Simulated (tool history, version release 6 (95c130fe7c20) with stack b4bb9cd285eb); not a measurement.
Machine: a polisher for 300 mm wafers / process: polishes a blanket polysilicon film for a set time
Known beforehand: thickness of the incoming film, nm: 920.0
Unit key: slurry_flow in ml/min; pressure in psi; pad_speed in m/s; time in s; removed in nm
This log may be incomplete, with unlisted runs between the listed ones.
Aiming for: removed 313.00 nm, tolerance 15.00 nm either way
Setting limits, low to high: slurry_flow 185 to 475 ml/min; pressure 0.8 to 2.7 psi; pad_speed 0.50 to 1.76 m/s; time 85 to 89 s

| run | hour | slurry_flow | pressure | pad_speed | time | removed |
|---|---|---|---|---|---|---|
| 1 | 0.0 | 305 | 1.7 | 1.12 | 85 | 433.43 |
| 2 | 5.0 | 305 | 1.6 | 1.12 | 85 | 423.99 |
| 3 | 10.2 | 305 | 1.5 | 1.12 | 85 | 404.86 |
| 4 | 12.8 | 305 | 1.5 | 1.12 | 89 | 409.34 |
| 5 | 15.0 | 305 | 1.5 | 1.12 | 85 | 406.73 |
| 6 | 23.4 | 305 | 1.3 | 1.12 | 85 | 365.90 |
| 7 | 24.6 | 305 | 1.2 | 1.12 | 85 | 346.48 |
| 8 | 33.5 | 305 | 1.1 | 1.12 | 85 | 332.07 |

Exactly one of the 5 candidate moves below puts every result within its allowed miss. Which one?
| A | 42.4 | 360 | 1.1 | 0.92 | 87 | ? |
| B | 42.4 | 325 | 1.3 | 0.78 | 85 | ? |
| C | 42.4 | 315 | 1.1 | 0.96 | 85 | ? |
| D | 42.4 | 365 | 1.0 | 1.08 | 89 | ? |
| E | 42.4 | 280 | 0.9 | 1.04 | 85 | ? |

| move | removed |
|---|---|
| A | 292.33 |
| B | 277.34 |
| C | 293.50 |
| D | 321.91 |
| E | 276.45 |
A: takes the biggest miss from the last run beyond its target
B: takes the biggest miss from the last run beyond its target
C: takes the biggest miss from the last run beyond its target
D: every result within its allowed miss
E: takes the biggest miss from the last run beyond its target
The right move is D.

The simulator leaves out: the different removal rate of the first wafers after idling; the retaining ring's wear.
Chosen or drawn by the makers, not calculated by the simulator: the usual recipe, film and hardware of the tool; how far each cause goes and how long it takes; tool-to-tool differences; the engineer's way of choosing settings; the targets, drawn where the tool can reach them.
